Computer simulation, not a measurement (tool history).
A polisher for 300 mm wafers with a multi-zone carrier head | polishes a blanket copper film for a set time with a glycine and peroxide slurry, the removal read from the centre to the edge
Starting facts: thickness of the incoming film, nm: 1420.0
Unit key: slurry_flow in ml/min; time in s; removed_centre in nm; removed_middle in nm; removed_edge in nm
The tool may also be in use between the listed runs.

{"run": 1, "hour": 0.0, "slurry_flow": 285, "centre_zone": 1, "middle_zone": 1, "edge_zone": 1, "time": 72, "removed_centre": 406.79, "removed_middle": 418.87, "removed_edge": 410.02}
{"run": 2, "hour": 8.2, "slurry_flow": 285, "centre_zone": 0.95, "middle_zone": 1, "edge_zone": 1, "time": 72, "removed_centre": 397.5, "removed_middle": 402.66, "removed_edge": 415.74}
{"run": 3, "hour": 16.5, "slurry_flow": 285, "centre_zone": 0.95, "middle_zone": 0.94, "edge_zone": 1, "time": 72, "removed_centre": 394.21, "removed_middle": 395.4, "removed_edge": 403.5}
{"run": 4, "hour": 21.0, "slurry_flow": 250, "centre_zone": 0.95, "middle_zone": 0.94, "edge_zone": 1, "time": 72, "removed_centre": 386.72, "removed_middle": 385.95, "removed_edge": 409.4}
{"run": 5, "hour": 22.8, "slurry_flow": 250, "centre_zone": 1, "middle_zone": 0.94, "edge_zone": 1, "time": 72, "removed_centre": 407.35, "removed_middle": 392.46, "removed_edge": 406.33}
{"run": 6, "hour": 24.2, "slurry_flow": 250, "centre_zone": 1, "middle_zone": 0.94, "edge_zone": 1.05, "time": 72, "removed_centre": 418.42, "removed_middle": 385.15, "removed_edge": 420.34}
{"run": 7, "hour": 32.0, "slurry_flow": 245, "centre_zone": 0.98, "middle_zone": 0.87, "edge_zone": 0.95, "time": 60, "removed_centre": 328.37, "removed_middle": 300.29, "removed_edge": 335.31}
{"run": 8, "hour": 36.0, "slurry_flow": 250, "centre_zone": 0.98, "middle_zone": 0.88, "edge_zone": 0.95, "time": 60, "removed_centre": 337.93, "removed_middle": 299.4, "removed_edge": 324.7}
{"run": 9, "hour": 43.2, "slurry_flow": 230, "centre_zone": 0.93, "middle_zone": 0.94, "edge_zone": 0.98, "time": 65, "removed_centre": 334.32, "removed_middle": 340.69, "removed_edge": 362.4}

For run 10, what comes out?
{"run": 10, "hour": 45.0, "slurry_flow": 235, "centre_zone": 0.94, "middle_zone": 0.94, "edge_zone": 0.97, "time": 65, "removed_centre": "?", "removed_middle": "?", "removed_edge": "?"}

removed_centre: 336.25 nm
removed_middle: 342.71 nm
removed_edge: 357.22 nm

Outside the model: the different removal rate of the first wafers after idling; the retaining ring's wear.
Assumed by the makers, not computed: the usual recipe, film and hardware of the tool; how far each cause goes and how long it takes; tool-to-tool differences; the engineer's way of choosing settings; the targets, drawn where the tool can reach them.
